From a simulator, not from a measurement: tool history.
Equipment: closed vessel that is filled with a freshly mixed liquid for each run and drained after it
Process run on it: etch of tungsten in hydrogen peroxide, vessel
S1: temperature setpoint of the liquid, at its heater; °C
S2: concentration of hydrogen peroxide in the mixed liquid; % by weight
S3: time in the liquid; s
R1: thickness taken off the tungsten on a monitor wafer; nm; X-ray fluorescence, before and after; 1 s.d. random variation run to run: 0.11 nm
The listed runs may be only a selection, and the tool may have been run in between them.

| run | hour | S1 | S2 | S3 | R1 |
|---|---|---|---|---|---|
| 1 | 0.0 | 44.0 | 16.5 | 30 | 35.060 |
| 2 | 2.2 | 42.5 | 16.5 | 30 | 32.228 |
| 3 | 7.4 | 42.5 | 14.0 | 30 | 29.497 |
| 4 | 14.2 | 41.5 | 14.0 | 30 | 27.599 |
| 5 | 18.2 | 41.5 | 12.0 | 30 | 25.556 |
| 6 | 23.6 | 40.5 | 12.0 | 30 | 24.018 |
| 7 | 25.3 | 40.0 | 12.0 | 30 | 23.357 |

What does the tool deliver on the next run?
| 8 | 33.9 | 39.5 | 12.0 | 30 | ? |

Run 8 gave R1 22.567 nm.
